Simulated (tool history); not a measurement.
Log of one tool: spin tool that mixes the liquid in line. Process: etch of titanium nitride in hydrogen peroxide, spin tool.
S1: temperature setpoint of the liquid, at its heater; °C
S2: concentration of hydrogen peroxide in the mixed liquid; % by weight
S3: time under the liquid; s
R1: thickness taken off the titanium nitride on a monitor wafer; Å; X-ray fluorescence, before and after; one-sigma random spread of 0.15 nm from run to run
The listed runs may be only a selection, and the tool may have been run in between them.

{"run": 1, "hour": 0.0, "S1": 46.0, "S2": 17.5, "S3": 300, "R1": 52.079}
{"run": 2, "hour": 2.9, "S1": 49.0, "S2": 17.5, "S3": 300, "R1": 65.512}
{"run": 3, "hour": 11.0, "S1": 49.0, "S2": 14.5, "S3": 300, "R1": 63.243}
{"run": 4, "hour": 19.1, "S1": 51.5, "S2": 14.5, "S3": 300, "R1": 77.84}
{"run": 5, "hour": 24.0, "S1": 51.5, "S2": 14.5, "S3": 325, "R1": 82.347}
{"hour": 28.7, "done": "new drum of peroxide connected"}
{"run": 6, "hour": 28.7, "S1": 51.5, "S2": 13.0, "S3": 325, "R1": 79.935}

The next listed run, before its measurement:
{"run": 7, "hour": 36.4, "S1": 51.5, "S2": 13.0, "S3": 325, "R1": "?"}

{"run 7": {"R1": 80.407}}

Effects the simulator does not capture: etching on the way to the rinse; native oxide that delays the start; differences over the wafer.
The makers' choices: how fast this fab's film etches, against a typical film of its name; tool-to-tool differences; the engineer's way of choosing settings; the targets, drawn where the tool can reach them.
